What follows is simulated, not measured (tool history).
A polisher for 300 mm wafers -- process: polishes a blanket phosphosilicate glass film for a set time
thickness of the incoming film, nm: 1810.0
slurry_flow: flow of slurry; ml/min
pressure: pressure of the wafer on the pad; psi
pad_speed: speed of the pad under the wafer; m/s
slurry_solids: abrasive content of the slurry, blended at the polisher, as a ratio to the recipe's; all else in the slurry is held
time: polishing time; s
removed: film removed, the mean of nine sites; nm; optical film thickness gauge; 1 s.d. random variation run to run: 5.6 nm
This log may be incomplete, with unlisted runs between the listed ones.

run  hour  slurry_flow  pressure  pad_speed  slurry_solids  time  removed
  1     0          315       2.8       1.08              1    96   829.92
  2   7.9          315       2.6       1.06              1    96   763.91
  3  15.7          315       2.6       1.18              1    96   816.11
  4  18.1          315       2.6       1.08              1    96   764.35
  5  26.3          315       2.4       1.06              1    96   703.01
  6  33.8          315       2.4       1.06              1   102   740.15
  7  35.2          315       2.3       1.04              1   102   716.01
  8  36.6          315       2.2       1.02              1   102   676.47
  9  37.3          315       2.1          1              1   102   652.47
 10    43          315         2       0.98              1   102   600.87
 11  51.8          315         2       0.98              1   102   591.03
 12  58.2          315       1.9       0.98              1   102   558.75
 13  63.2          315       1.8       0.98              1   102   537.46

Run 14 comes next. What will it give?
 14  69.7          315       1.7       0.98              1   102        ?

Run 14 gave removed 513.94 nm.
